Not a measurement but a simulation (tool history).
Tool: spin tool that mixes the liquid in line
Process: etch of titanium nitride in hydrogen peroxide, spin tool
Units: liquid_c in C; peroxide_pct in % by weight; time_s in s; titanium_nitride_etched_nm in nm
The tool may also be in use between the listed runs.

run 1 hour=0 | liquid_c=58 peroxide_pct=19 time_s=110 | titanium_nitride_etched_nm=10.003
run 2 hour=8.8 | liquid_c=64.5 peroxide_pct=19 time_s=110 | titanium_nitride_etched_nm=15.626
run 3 hour=17.1 | liquid_c=64.5 peroxide_pct=17 time_s=110 | titanium_nitride_etched_nm=15.275
run 4 hour=21.8 | liquid_c=64.5 peroxide_pct=17.5 time_s=110 | titanium_nitride_etched_nm=15.196
run 5 hour=28.9 | liquid_c=64.5 peroxide_pct=18 time_s=110 | titanium_nitride_etched_nm=15.551
run 6 hour=32.1 | liquid_c=59 peroxide_pct=18 time_s=110 | titanium_nitride_etched_nm=10.624
run 7 hour=37.9 | liquid_c=60 peroxide_pct=18.5 time_s=110 | titanium_nitride_etched_nm=11.495

Forecast run 8:
run 8 hour=46.3 | liquid_c=61 peroxide_pct=19 time_s=110 | titanium_nitride_etched_nm=?

Run 8 gave titanium_nitride_etched_nm 12.266 nm.
